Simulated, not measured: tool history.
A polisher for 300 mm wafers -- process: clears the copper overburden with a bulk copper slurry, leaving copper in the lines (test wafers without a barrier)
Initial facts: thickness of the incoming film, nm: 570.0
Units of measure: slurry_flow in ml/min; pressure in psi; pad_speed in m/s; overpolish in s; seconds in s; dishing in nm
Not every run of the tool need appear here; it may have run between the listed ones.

| run | hour | slurry_flow | pressure | pad_speed | slurry_solids | overpolish | seconds | dishing |
|---|---|---|---|---|---|---|---|---|
| 1 | 0 | 295 | 1.7 | 0.96 | 1 | 12 | 99.377 | 44.775 |
| 2 | 3.2 | 295 | 1.4 | 0.86 | 1 | 9 | 130.72 | 27.431 |
| 3 | 11.9 | 330 | 1.2 | 0.74 | 1.15 | 7 | 173.5 | 17.179 |
| 4 | 13.7 | 295 | 1.2 | 0.74 | 1.15 | 7 | 173.51 | 16.89 |
| 5 | 20.5 | 295 | 0.9 | 0.74 | 1.15 | 7 | 224.15 | 13.463 |
| 6 | 23 | 280 | 0.9 | 0.72 | 1.25 | 6 | 230.74 | 11.533 |

What will run 7 give?
| 7 | 27.1 | 245 | 0.9 | 0.74 | 1.35 | 5 | ? | ? |

Run 7 measured seconds 223.99 s, dishing 9.6961 nm.

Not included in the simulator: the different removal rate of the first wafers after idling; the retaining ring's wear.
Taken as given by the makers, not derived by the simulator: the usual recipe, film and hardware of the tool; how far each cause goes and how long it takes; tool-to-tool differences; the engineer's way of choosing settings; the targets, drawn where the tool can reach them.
